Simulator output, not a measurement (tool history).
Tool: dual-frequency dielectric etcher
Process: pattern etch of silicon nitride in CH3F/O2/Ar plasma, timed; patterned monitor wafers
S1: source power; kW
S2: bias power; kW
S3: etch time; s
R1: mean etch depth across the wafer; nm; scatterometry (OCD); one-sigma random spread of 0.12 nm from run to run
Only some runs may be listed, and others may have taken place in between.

Run 1, hour 0.0: S1 0.340 kW, S2 0.084 kW, S3 38.5 s. Result: R1 28.175 nm.
Run 2, hour 1.9: S1 0.310 kW, S2 0.084 kW, S3 38.5 s. Result: R1 27.499 nm.
Run 3, hour 10.4: S1 0.260 kW, S2 0.084 kW, S3 38.5 s. Result: R1 25.825 nm.
Run 4, hour 11.6: S1 0.260 kW, S2 0.084 kW, S3 38.5 s. Result: R1 25.923 nm.
Run 5, hour 16.1: S1 0.300 kW, S2 0.084 kW, S3 38.5 s. Result: R1 27.184 nm.
Run 6, hour 18.3: S1 0.300 kW, S2 0.084 kW, S3 38.5 s. Result: R1 27.115 nm.
Run 7, hour 21.9: S1 0.340 kW, S2 0.089 kW, S3 38.5 s. Result: R1 29.180 nm.

For run 8, what comes out?
Run 8, hour 25.5: S1 0.370 kW, S2 0.091 kW, S3 38.5 s. Result: R1 ?.

Run 8 came out at R1 30.807 nm.

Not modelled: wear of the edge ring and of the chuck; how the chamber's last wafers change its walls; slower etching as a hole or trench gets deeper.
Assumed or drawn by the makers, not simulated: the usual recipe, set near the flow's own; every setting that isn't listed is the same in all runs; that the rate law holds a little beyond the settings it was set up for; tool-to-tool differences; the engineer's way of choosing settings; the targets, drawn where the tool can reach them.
